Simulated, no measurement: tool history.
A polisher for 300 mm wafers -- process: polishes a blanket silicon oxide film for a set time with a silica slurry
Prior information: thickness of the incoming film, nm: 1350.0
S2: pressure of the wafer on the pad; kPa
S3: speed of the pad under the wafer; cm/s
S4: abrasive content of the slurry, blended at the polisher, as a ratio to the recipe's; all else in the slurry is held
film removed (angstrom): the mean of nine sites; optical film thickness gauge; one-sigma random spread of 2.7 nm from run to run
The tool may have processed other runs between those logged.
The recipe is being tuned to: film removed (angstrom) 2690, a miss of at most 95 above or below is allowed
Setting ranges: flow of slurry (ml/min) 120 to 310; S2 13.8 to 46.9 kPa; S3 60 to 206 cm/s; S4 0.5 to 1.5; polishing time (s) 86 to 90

{"run": 1, "hour": 0.0, "flow of slurry (ml/min)": 200, "S2": 30.3, "S3": 132, "S4": 1, "polishing time (s)": 86, "film removed (angstrom)": 2080.9}
{"run": 2, "hour": 7.9, "flow of slurry (ml/min)": 200, "S2": 30.3, "S3": 132, "S4": 1, "polishing time (s)": 90, "film removed (angstrom)": 2159.4}
{"run": 3, "hour": 8.6, "flow of slurry (ml/min)": 225, "S2": 30.3, "S3": 132, "S4": 1, "polishing time (s)": 90, "film removed (angstrom)": 2214.9}
{"run": 4, "hour": 11.2, "flow of slurry (ml/min)": 225, "S2": 31, "S3": 132, "S4": 1, "polishing time (s)": 90, "film removed (angstrom)": 2275.7}
{"run": 5, "hour": 16.4, "flow of slurry (ml/min)": 225, "S2": 31.7, "S3": 132, "S4": 1, "polishing time (s)": 90, "film removed (angstrom)": 2241.2}
{"run": 6, "hour": 23.9, "flow of slurry (ml/min)": 225, "S2": 32.4, "S3": 132, "S4": 1, "polishing time (s)": 90, "film removed (angstrom)": 2323.1}
{"hour": 28.2, "done": "conditioning disc replaced and pad reconditioned"}
{"run": 7, "hour": 28.2, "flow of slurry (ml/min)": 225, "S2": 33.1, "S3": 132, "S4": 1, "polishing time (s)": 90, "film removed (angstrom)": 3722.8}
{"run": 8, "hour": 35.4, "flow of slurry (ml/min)": 220, "S2": 33.1, "S3": 132, "S4": 1, "polishing time (s)": 90, "film removed (angstrom)": 3743.3}
{"run": 9, "hour": 44.2, "flow of slurry (ml/min)": 230, "S2": 33.1, "S3": 132, "S4": 1, "polishing time (s)": 90, "film removed (angstrom)": 3681.5}
{"run": 10, "hour": 46.5, "flow of slurry (ml/min)": 220, "S2": 33.1, "S3": 132, "S4": 1, "polishing time (s)": 90, "film removed (angstrom)": 3748.9}
{"run": 11, "hour": 53.6, "flow of slurry (ml/min)": 230, "S2": 33.1, "S3": 132, "S4": 1, "polishing time (s)": 90, "film removed (angstrom)": 3768.7}
{"run": 12, "hour": 55.0, "flow of slurry (ml/min)": 220, "S2": 33.1, "S3": 132, "S4": 1, "polishing time (s)": 90, "film removed (angstrom)": 3704.9}
{"run": 13, "hour": 62.8, "flow of slurry (ml/min)": 230, "S2": 33.1, "S3": 132, "S4": 1, "polishing time (s)": 90, "film removed (angstrom)": 3786.1}
{"run": 14, "hour": 64.3, "flow of slurry (ml/min)": 220, "S2": 33.1, "S3": 132, "S4": 1, "polishing time (s)": 90, "film removed (angstrom)": 3724.6}
{"run": 15, "hour": 69.6, "flow of slurry (ml/min)": 185, "S2": 24.8, "S3": 130, "S4": 1, "polishing time (s)": 90, "film removed (angstrom)": 2830.3}
{"run": 16, "hour": 72.1, "flow of slurry (ml/min)": 195, "S2": 24.8, "S3": 130, "S4": 1, "polishing time (s)": 90, "film removed (angstrom)": 2820.4}

Consider the 4 candidate settings below. Which is the only one whose results all fall within their allowed miss of target?
{"run": "A", "hour": 74.6, "flow of slurry (ml/min)": 220, "S2": 24.8, "S3": 124, "S4": 1.05, "polishing time (s)": 90, "film removed (angstrom)": "?"}
{"run": "B", "hour": 74.6, "flow of slurry (ml/min)": 180, "S2": 24.8, "S3": 142, "S4": 1.05, "polishing time (s)": 86, "film removed (angstrom)": "?"}
{"run": "C", "hour": 74.6, "flow of slurry (ml/min)": 185, "S2": 29, "S3": 136, "S4": 0.85, "polishing time (s)": 86, "film removed (angstrom)": "?"}
{"run": "D", "hour": 74.6, "flow of slurry (ml/min)": 170, "S2": 23.4, "S3": 136, "S4": 0.95, "polishing time (s)": 90, "film removed (angstrom)": "?"}

move=A film_removed_(angstrom)=2844.4
move=B film_removed_(angstrom)=2942.4
move=C film_removed_(angstrom)=2992.1
move=D film_removed_(angstrom)=2703.6
A: misses by more than the last run did
B: misses by more than the last run did
C: misses by more than the last run did
D: meets every target
So the answer is move D, the one that meets all the targets.
